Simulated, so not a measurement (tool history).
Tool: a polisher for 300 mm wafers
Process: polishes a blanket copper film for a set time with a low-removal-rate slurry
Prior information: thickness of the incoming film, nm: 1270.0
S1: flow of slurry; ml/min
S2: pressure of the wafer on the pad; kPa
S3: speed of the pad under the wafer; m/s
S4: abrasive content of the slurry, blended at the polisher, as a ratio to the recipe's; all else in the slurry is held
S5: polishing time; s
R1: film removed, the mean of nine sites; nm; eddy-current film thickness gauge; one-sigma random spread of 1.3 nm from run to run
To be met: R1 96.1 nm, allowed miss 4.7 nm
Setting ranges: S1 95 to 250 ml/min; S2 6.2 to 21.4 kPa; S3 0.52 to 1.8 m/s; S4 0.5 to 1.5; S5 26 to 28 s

Run 1, hour 0: S1 160 ml/min, S2 13.8 kPa, S3 1.16 m/s, S4 1, S5 28 s. Result: R1 64.288 nm.
Run 2, hour 5.3: S1 160 ml/min, S2 13.8 kPa, S3 1 m/s, S4 1, S5 28 s. Result: R1 58.539 nm.
Run 3, hour 11.3: S1 160 ml/min, S2 13.8 kPa, S3 1 m/s, S4 1, S5 26 s. Result: R1 53.458 nm.
Run 4, hour 17.1: S1 160 ml/min, S2 15.9 kPa, S3 1.02 m/s, S4 1, S5 26 s. Result: R1 60.322 nm.
Run 5, hour 23.4: S1 160 ml/min, S2 13.1 kPa, S3 1.02 m/s, S4 1, S5 26 s. Result: R1 52.275 nm.
Run 6, hour 26: S1 160 ml/min, S2 13.1 kPa, S3 1.02 m/s, S4 0.9, S5 26 s. Result: R1 49.325 nm.
At hour 30.5: worn pad replaced by a new one.
Run 7, hour 30.5: S1 160 ml/min, S2 15.2 kPa, S3 1.08 m/s, S4 0.9, S5 26 s. Result: R1 63.502 nm.
Run 8, hour 34.5: S1 160 ml/min, S2 16.5 kPa, S3 1.08 m/s, S4 0.9, S5 26 s. Result: R1 68.441 nm.
Run 9, hour 36.7: S1 160 ml/min, S2 17.9 kPa, S3 1.08 m/s, S4 0.9, S5 26 s. Result: R1 74.898 nm.
Run 10, hour 42: S1 160 ml/min, S2 18.6 kPa, S3 1.08 m/s, S4 0.9, S5 26 s. Result: R1 78.044 nm.
Run 11, hour 42.8: S1 160 ml/min, S2 19.3 kPa, S3 1.08 m/s, S4 0.9, S5 26 s. Result: R1 80.523 nm.
Run 12, hour 45: S1 160 ml/min, S2 20 kPa, S3 1.1 m/s, S4 0.9, S5 26 s. Result: R1 82.681 nm.
Run 13, hour 49.5: S1 160 ml/min, S2 20.7 kPa, S3 1.12 m/s, S4 0.9, S5 26 s. Result: R1 88.732 nm.
Run 14, hour 53.1: S1 160 ml/min, S2 20.7 kPa, S3 1.14 m/s, S4 0.9, S5 26 s. Result: R1 90.23 nm.

Below are 5 possible settings for the next run. Only one of them brings all results inside the allowed miss of their targets. Which is it?
Run A, hour 56.7: S1 125 ml/min, S2 19.3 kPa, S3 1.16 m/s, S4 0.95, S5 26 s. Result: R1 ?.
Run B, hour 56.7: S1 190 ml/min, S2 19.3 kPa, S3 1 m/s, S4 0.9, S5 28 s. Result: R1 ?.
Run C, hour 56.7: S1 150 ml/min, S2 20 kPa, S3 1.12 m/s, S4 0.9, S5 26 s. Result: R1 ?.
Run D, hour 56.7: S1 185 ml/min, S2 19.3 kPa, S3 1.08 m/s, S4 0.8, S5 27 s. Result: R1 ?.
Run E, hour 56.7: S1 100 ml/min, S2 18.6 kPa, S3 1.34 m/s, S4 0.85, S5 28 s. Result: R1 ?.

move      R1
   A  83.413
   B  81.325
   C  84.286
   D  81.263
   E  93.305
A: the biggest miss grows against the last run
B: the biggest miss grows against the last run
C: the biggest miss grows against the last run
D: the biggest miss grows against the last run
E: every result lands within tolerance
E is the move that brings every result within its allowed miss.

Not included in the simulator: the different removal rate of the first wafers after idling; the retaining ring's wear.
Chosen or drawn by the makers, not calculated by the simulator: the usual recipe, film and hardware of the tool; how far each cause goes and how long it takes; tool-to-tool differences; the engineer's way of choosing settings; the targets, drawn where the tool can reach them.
